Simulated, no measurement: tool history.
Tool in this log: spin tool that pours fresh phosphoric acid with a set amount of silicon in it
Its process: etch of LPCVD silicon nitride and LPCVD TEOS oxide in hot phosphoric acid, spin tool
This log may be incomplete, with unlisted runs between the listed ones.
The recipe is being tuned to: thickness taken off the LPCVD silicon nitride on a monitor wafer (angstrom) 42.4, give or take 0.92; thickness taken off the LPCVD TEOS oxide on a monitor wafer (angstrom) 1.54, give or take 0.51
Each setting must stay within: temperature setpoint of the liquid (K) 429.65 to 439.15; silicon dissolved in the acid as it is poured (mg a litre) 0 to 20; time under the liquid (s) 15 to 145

run	day	temperature setpoint of the liquid (K)	silicon dissolved in the acid as it is poured (mg a litre)	time under the liquid (s)	thickness taken off the LPCVD silicon nitride on a monitor wafer (angstrom)	thickness taken off the LPCVD TEOS oxide on a monitor wafer (angstrom)
1	0	434.15	9	75	59.515	2.1343
2	0.2	433.65	8	70	54.561	2.2338
3	0.342	433.65	8	95	73.927	3.2283
4	0.367	433.65	8	85	66.592	2.4016
5	0.546	433.15	7.5	80	61.188	2.7693
6	0.775	431.65	7.5	80	58.051	2.4786
7	1.129	431.15	8	75	53.975	1.8016
8	1.204	431.15	7.5	70	50.032	1.9016
9	1.462	430.15	7.5	65	44.858	1.2439
10	1.8	430.15	6.5	65	44.793	1.7581
11	2.038	429.65	7	60	40.973	1.516

Below are 4 possible settings for the next run. Only one of them brings all results inside the allowed miss of their targets. Which is it?
A	2.275	430.65	9.5	55	?	?
B	2.275	429.65	9.5	65	?	?
C	2.275	429.65	9	65	?	?
D	2.275	430.65	7	60	?	?

move	thickness taken off the LPCVD silicon nitride on a monitor wafer (angstrom)	thickness taken off the LPCVD TEOS oxide on a monitor wafer (angstrom)
A	39.28	1.2242
B	44.868	1.3421
C	44.868	1.3568
D	42.851	1.4089
A: the biggest miss grows against the last run
B: carries the result that was furthest off beyond its target, to the other side
C: carries the result that was furthest off beyond its target, to the other side
D: in spec on every target
The right move is D.
